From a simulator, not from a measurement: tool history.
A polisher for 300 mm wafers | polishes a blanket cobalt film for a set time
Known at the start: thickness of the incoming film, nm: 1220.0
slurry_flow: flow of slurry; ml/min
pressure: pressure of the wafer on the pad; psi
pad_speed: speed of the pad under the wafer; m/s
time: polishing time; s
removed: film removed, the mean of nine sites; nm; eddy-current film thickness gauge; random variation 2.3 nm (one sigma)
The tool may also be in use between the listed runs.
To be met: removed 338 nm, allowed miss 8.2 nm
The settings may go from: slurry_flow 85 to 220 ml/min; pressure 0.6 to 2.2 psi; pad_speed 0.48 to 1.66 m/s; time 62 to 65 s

run 1 hour=0 | slurry_flow=140 pressure=1.4 pad_speed=1.06 time=62 | removed=192.73
run 2 hour=8.8 | slurry_flow=150 pressure=1.5 pad_speed=1.06 time=62 | removed=206.86
run 3 hour=9.5 | slurry_flow=155 pressure=1.6 pad_speed=1.06 time=62 | removed=222.89
run 4 hour=16.4 | slurry_flow=155 pressure=1.8 pad_speed=1.06 time=62 | removed=247.24
run 5 hour=20 | slurry_flow=165 pressure=1.9 pad_speed=1.06 time=62 | removed=266.77
run 6 hour=22.5 | slurry_flow=165 pressure=1.9 pad_speed=1.06 time=65 | removed=276.01
run 7 hour=24.8 | slurry_flow=170 pressure=2 pad_speed=1.06 time=65 | removed=291.85
run 8 hour=32.9 | slurry_flow=170 pressure=2.1 pad_speed=1.08 time=65 | removed=310.53

5 next moves are on the table. One of them brings every result within its allowed miss. Which?
run A hour=41 | slurry_flow=185 pressure=2 pad_speed=1.14 time=63 | removed=?
run B hour=41 | slurry_flow=185 pressure=1.6 pad_speed=1.36 time=62 | removed=?
run C hour=41 | slurry_flow=155 pressure=2.1 pad_speed=1.26 time=62 | removed=?
run D hour=41 | slurry_flow=190 pressure=2.1 pad_speed=1.14 time=62 | removed=?
run E hour=41 | slurry_flow=170 pressure=2 pad_speed=1.02 time=62 | removed=?

move=A removed=313.2
move=B removed=296.34
move=C removed=341.83
move=D removed=324.67
move=E removed=271.65
A: nearer than the last run, and not there yet
B: further off than the last run
C: meets every target
D: nearer than the last run, and not there yet
E: further off than the last run
The right move is C.

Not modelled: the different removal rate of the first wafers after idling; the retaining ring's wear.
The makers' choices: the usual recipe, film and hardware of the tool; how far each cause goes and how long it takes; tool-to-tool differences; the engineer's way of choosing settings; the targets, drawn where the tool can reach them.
